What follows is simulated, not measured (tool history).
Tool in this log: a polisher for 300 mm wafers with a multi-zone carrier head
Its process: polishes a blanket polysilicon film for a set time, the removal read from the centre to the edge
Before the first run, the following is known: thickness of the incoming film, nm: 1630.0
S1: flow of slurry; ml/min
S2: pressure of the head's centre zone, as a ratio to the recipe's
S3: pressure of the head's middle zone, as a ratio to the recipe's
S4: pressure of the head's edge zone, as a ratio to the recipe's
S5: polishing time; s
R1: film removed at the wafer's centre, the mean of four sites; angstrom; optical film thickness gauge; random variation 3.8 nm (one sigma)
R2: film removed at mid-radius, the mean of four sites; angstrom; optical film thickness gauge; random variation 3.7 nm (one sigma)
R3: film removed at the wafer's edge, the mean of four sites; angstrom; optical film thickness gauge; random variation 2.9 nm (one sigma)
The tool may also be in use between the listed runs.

| run | day | S1 | S2 | S3 | S4 | S5 | R1 | R2 | R3 |
|---|---|---|---|---|---|---|---|---|---|
| 1 | 0.000 | 275 | 1.00 | 1.00 | 1.00 | 39 | 2112.4 | 2271.2 | 2265.3 |
| 2 | 0.275 | 285 | 1.05 | 1.03 | 1.03 | 42 | 2493.4 | 2502.1 | 2517.8 |
| 3 | 0.554 | 285 | 1.01 | 1.03 | 1.03 | 42 | 2343.8 | 2499.1 | 2499.1 |
| 4 | 0.604 | 285 | 1.01 | 0.97 | 1.03 | 42 | 2317.9 | 2374.4 | 2502.3 |
| 5 | 0.679 | 285 | 1.01 | 0.97 | 1.03 | 50 | 2767.6 | 2814.2 | 2983.7 |
| 6 | 0.958 | 295 | 1.04 | 1.02 | 1.04 | 50 | 2894.3 | 3045.6 | 3001.6 |
| 7 | 1.121 | 305 | 1.07 | 1.04 | 1.06 | 50 | 3053.4 | 3037.9 | 3051.7 |

What will run 8 give?
| 8 | 1.208 | 305 | 1.08 | 1.07 | 1.07 | 50 | ? | ? | ? |

R1: 3019.6 angstrom
R2: 3070.7 angstrom
R3: 3068.6 angstrom
